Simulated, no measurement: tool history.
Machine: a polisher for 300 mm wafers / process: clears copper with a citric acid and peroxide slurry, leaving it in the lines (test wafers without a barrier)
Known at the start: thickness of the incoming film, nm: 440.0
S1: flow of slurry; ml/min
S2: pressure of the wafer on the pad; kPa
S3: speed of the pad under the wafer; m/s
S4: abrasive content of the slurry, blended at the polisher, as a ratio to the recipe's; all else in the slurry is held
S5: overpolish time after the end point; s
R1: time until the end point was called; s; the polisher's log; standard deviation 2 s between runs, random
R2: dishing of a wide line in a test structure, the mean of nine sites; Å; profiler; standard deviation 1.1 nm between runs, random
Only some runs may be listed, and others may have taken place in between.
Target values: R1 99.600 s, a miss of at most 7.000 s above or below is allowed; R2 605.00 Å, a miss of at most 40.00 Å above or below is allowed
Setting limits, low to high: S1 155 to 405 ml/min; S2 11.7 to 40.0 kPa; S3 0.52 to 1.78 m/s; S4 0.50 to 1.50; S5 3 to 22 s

run,day,S1,S2,S3,S4,S5,R1,R2
1,0.000,260,25.5,1.14,1.00,11,124.250,294.44
2,0.150,260,25.5,1.14,1.20,11,121.540,296.00
3,0.462,260,19.3,1.14,1.20,11,160.890,229.17
4,0.708,310,19.3,1.14,1.20,11,157.220,239.86
5,0.754,310,20.0,1.14,1.20,12,149.780,263.25
6,1.025,310,20.7,1.14,1.20,13,150.400,297.98
7,1.312,310,20.7,1.14,1.20,13,143.480,292.20
8,1.558,310,21.4,1.14,1.20,14,144.400,321.03
9,1.904,310,22.1,1.14,1.20,14,136.050,333.76
10,2.267,310,22.8,1.14,1.20,14,136.390,358.03
11,2.350,310,23.4,1.14,1.20,14,133.710,356.50
12,2.375,310,24.1,1.14,1.20,14,123.910,362.98
13,2.450,305,24.8,1.14,1.20,14,124.190,373.37
14,2.525,295,31.7,1.16,1.20,17,93.286,556.87

Which single option among these 4 for the next run brings every result within its allowed miss of target? Just one does.
A,2.600,270,36.5,1.22,1.10,13,?,?
B,2.600,345,37.9,1.10,1.45,17,?,?
C,2.600,355,31.7,1.12,1.25,19,?,?
D,2.600,285,32.4,1.14,1.30,15,?,?

move,R1,R2
A,81.246,524.70
B,81.788,662.09
C,97.662,620.14
D,94.934,516.64
A: moves away from the targets compared with the last run
B: pushes the last run's worst result past its target
C: every result within its allowed miss
D: moves away from the targets compared with the last run
The move that meets every target is C.
